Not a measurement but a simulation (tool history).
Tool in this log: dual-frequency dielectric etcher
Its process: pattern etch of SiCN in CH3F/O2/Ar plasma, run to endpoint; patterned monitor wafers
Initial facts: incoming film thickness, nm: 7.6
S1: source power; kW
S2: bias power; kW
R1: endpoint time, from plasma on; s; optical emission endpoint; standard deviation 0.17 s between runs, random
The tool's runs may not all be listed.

{"run": 1, "hour": 0.0, "S1": 0.36, "S2": 0.066, "R1": 21.914}
{"run": 2, "hour": 7.4, "S1": 0.32, "S2": 0.066, "R1": 22.991}
{"run": 3, "hour": 9.9, "S1": 0.31, "S2": 0.065, "R1": 23.42}
{"run": 4, "hour": 16.0, "S1": 0.26, "S2": 0.065, "R1": 26.223}
{"run": 5, "hour": 16.9, "S1": 0.27, "S2": 0.065, "R1": 25.593}
{"run": 6, "hour": 20.5, "S1": 0.27, "S2": 0.054, "R1": 27.585}

Forecast run 7:
{"run": 7, "hour": 25.7, "S1": 0.28, "S2": 0.054, "R1": "?"}

R1: 27.178 s
